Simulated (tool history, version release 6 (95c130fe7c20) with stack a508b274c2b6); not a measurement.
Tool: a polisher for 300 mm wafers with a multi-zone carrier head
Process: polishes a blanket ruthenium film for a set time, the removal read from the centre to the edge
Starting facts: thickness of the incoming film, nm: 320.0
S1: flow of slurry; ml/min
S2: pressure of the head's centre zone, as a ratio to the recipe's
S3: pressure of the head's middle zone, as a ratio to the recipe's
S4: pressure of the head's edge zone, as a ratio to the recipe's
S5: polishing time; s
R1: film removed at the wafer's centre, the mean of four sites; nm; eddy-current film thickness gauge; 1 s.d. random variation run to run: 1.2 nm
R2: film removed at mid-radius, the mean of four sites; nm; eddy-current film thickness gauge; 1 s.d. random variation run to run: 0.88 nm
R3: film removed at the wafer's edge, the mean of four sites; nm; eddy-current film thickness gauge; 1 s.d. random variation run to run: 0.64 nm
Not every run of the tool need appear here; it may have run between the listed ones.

| run | hour | S1 | S2 | S3 | S4 | S5 | R1 | R2 | R3 |
|---|---|---|---|---|---|---|---|---|---|
| 1 | 0 | 305 | 1 | 1 | 1 | 45 | 56.632 | 57.813 | 56.659 |
| 2 | 4.9 | 345 | 1 | 1 | 1 | 45 | 56.454 | 58.252 | 57.411 |
| 3 | 9.9 | 345 | 1 | 1 | 0.94 | 45 | 57.099 | 59.216 | 55.891 |
| 4 | 15 | 350 | 1.01 | 1.01 | 0.97 | 47 | 60.316 | 61.483 | 59.116 |
| 5 | 21.9 | 355 | 1.02 | 1.02 | 0.99 | 49 | 64.725 | 63.953 | 62.815 |
| 6 | 29.5 | 355 | 1.02 | 1.03 | 1 | 50 | 64.894 | 66.23 | 64.551 |
| 7 | 37.4 | 360 | 1.03 | 1.04 | 1.02 | 51 | 67.286 | 67.91 | 65.118 |
| 8 | 41.9 | 360 | 1.03 | 1.04 | 1.02 | 51 | 68.479 | 67.241 | 65.876 |
| 9 | 43.1 | 360 | 1.03 | 1.05 | 1.03 | 52 | 68.675 | 71.098 | 67.331 |
| 10 | 44.3 | 360 | 1.03 | 1.05 | 1.03 | 52 | 69.415 | 68.323 | 66.37 |

Predict the results of run 11:
| 11 | 49.8 | 365 | 1.03 | 1.05 | 1.03 | 53 | ? | ? | ? |

R1: 71.937 nm
R2: 70.777 nm
R3: 69.305 nm

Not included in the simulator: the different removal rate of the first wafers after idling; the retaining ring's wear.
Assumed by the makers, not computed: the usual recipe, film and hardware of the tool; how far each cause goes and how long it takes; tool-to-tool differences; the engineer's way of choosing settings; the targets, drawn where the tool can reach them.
